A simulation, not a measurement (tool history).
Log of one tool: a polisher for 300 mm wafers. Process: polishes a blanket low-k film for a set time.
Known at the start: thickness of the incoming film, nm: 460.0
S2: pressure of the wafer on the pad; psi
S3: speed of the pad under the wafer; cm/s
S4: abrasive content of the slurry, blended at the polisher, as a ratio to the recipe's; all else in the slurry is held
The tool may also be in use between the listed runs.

{"run": 1, "hour": 0.0, "flow of slurry (ml/min)": 250, "S2": 1.4, "S3": 92, "S4": 1, "polishing time (s)": 48, "film removed (Å)": 116.33}
{"run": 2, "hour": 1.2, "flow of slurry (ml/min)": 250, "S2": 1.4, "S3": 102, "S4": 1, "polishing time (s)": 48, "film removed (Å)": 123.1}
{"run": 3, "hour": 3.2, "flow of slurry (ml/min)": 280, "S2": 1.4, "S3": 102, "S4": 1, "polishing time (s)": 48, "film removed (Å)": 123.94}
{"run": 4, "hour": 4.0, "flow of slurry (ml/min)": 280, "S2": 1.4, "S3": 102, "S4": 1.15, "polishing time (s)": 48, "film removed (Å)": 133.28}
{"run": 5, "hour": 10.1, "flow of slurry (ml/min)": 280, "S2": 1.4, "S3": 122, "S4": 1.15, "polishing time (s)": 48, "film removed (Å)": 146.39}
{"run": 6, "hour": 18.9, "flow of slurry (ml/min)": 275, "S2": 1.2, "S3": 122, "S4": 1.15, "polishing time (s)": 48, "film removed (Å)": 127.03}
{"run": 7, "hour": 25.3, "flow of slurry (ml/min)": 275, "S2": 1.1, "S3": 122, "S4": 1.15, "polishing time (s)": 48, "film removed (Å)": 115.34}

Run 8 comes next. What will it give?
{"run": 8, "hour": 32.9, "flow of slurry (ml/min)": 245, "S2": 0.9, "S3": 122, "S4": 1.15, "polishing time (s)": 48, "film removed (Å)": "?"}

{"run 8": {"film removed (Å)": 95.306}}
